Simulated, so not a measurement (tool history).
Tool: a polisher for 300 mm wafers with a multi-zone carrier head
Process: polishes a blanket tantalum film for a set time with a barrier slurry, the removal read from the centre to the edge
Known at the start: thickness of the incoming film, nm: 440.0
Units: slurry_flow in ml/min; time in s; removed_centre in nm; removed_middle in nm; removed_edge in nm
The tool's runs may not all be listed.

run	hour	slurry_flow	centre_zone	middle_zone	edge_zone	slurry_solids	time	removed_centre	removed_middle	removed_edge
1	0.0	130	1.00	1.00	1.00	1.00	90	143.55	143.05	145.76
2	6.2	130	1.00	1.00	1.00	0.90	90	137.21	140.13	136.89
3	7.3	130	0.96	1.00	1.00	0.90	90	128.47	137.99	137.85
4	12.8	140	0.99	0.99	1.03	1.00	90	144.77	147.98	150.60
5	19.9	140	0.99	0.99	1.07	1.00	90	143.30	142.61	150.55
6	24.6	140	0.99	0.99	1.15	1.00	90	146.35	146.21	152.96
7	25.4	140	0.99	0.99	1.15	1.00	90	144.41	150.39	155.59
8	32.1	150	1.02	0.97	1.16	1.05	90	156.70	148.11	160.01
9	38.4	155	1.04	0.97	1.17	1.15	90	165.22	153.07	168.42
10	38.9	160	1.06	0.97	1.17	1.20	90	174.47	160.11	170.04
11	46.3	165	1.07	0.95	1.17	1.25	90	177.94	158.65	174.83
12	48.3	170	1.08	0.94	1.17	1.30	90	185.77	163.93	179.30
13	53.1	175	1.09	0.93	1.17	1.35	90	186.21	161.51	179.77
# hour 61.4: slurry nozzle cleaned
14	61.4	175	1.10	0.92	1.17	1.40	91	204.53	172.15	186.65
15	64.8	180	1.10	0.90	1.17	1.40	91	202.44	170.96	188.12
16	72.2	180	1.10	0.88	1.17	1.40	91	209.84	167.34	189.91

Run 17 comes next. What will it give?
17	81.0	180	1.09	0.88	1.17	1.40	91	?	?	?

Run 17 gave removed_centre 202.60 nm, removed_middle 168.48 nm, removed_edge 188.40 nm.
